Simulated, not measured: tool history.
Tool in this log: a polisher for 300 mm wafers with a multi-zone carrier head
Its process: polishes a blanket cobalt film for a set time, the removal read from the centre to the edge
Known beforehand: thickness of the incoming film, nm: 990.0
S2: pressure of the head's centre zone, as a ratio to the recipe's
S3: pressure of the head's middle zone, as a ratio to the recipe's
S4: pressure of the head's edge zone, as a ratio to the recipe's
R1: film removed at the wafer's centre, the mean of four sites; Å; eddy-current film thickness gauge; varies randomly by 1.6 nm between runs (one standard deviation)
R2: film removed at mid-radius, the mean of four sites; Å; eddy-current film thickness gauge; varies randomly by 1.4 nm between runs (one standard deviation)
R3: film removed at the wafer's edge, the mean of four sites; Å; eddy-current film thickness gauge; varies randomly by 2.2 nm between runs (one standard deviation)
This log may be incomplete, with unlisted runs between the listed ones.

Run 1, hour 0.0: flow of slurry (ml/min) 230, S2 1.00, S3 1.00, S4 1.00, polishing time (s) 56. Result: R1 3045.5 Å, R2 3063.1 Å, R3 3002.5 Å.
Run 2, hour 0.9: flow of slurry (ml/min) 285, S2 1.00, S3 1.00, S4 1.00, polishing time (s) 56. Result: R1 3112.4 Å, R2 3103.6 Å, R3 3123.4 Å.
Run 3, hour 2.0: flow of slurry (ml/min) 285, S2 1.00, S3 0.95, S4 1.00, polishing time (s) 56. Result: R1 3110.6 Å, R2 2992.7 Å, R3 3154.2 Å.
Run 4, hour 10.1: flow of slurry (ml/min) 265, S2 0.97, S3 0.92, S4 0.96, polishing time (s) 53. Result: R1 2849.2 Å, R2 2744.5 Å, R3 2924.7 Å.
Run 5, hour 16.3: flow of slurry (ml/min) 265, S2 0.97, S3 0.92, S4 0.96, polishing time (s) 60. Result: R1 3249.2 Å, R2 3100.3 Å, R3 3280.5 Å.
Run 6, hour 22.3: flow of slurry (ml/min) 265, S2 0.97, S3 0.92, S4 1.03, polishing time (s) 60. Result: R1 3217.8 Å, R2 3102.9 Å, R3 3391.9 Å.
Run 7, hour 29.8: flow of slurry (ml/min) 245, S2 0.94, S3 0.90, S4 0.99, polishing time (s) 56. Result: R1 2871.6 Å, R2 2822.9 Å, R3 3118.3 Å.
Run 8, hour 35.5: flow of slurry (ml/min) 230, S2 0.92, S3 0.89, S4 0.95, polishing time (s) 53. Result: R1 2700.6 Å, R2 2624.3 Å, R3 2841.1 Å.
Run 9, hour 36.7: flow of slurry (ml/min) 220, S2 0.89, S3 0.88, S4 0.93, polishing time (s) 51. Result: R1 2494.5 Å, R2 2477.1 Å, R3 2665.1 Å.
Run 10, hour 40.3: flow of slurry (ml/min) 210, S2 0.87, S3 0.87, S4 0.91, polishing time (s) 50. Result: R1 2386.1 Å, R2 2390.4 Å, R3 2581.0 Å.
Run 11, hour 44.3: flow of slurry (ml/min) 200, S2 0.85, S3 0.86, S4 0.89, polishing time (s) 49. Result: R1 2257.9 Å, R2 2302.0 Å, R3 2509.0 Å.
Run 12, hour 48.4: flow of slurry (ml/min) 190, S2 0.85, S3 0.86, S4 0.87, polishing time (s) 49. Result: R1 2230.0 Å, R2 2292.9 Å, R3 2460.5 Å.

For run 13, what comes out?
Run 13, hour 50.0: flow of slurry (ml/min) 185, S2 0.85, S3 0.86, S4 0.85, polishing time (s) 49. Result: R1 ?, R2 ?, R3 ?.

Run 13 gave R1 2246.1 Å, R2 2276.0 Å, R3 2466.9 Å.
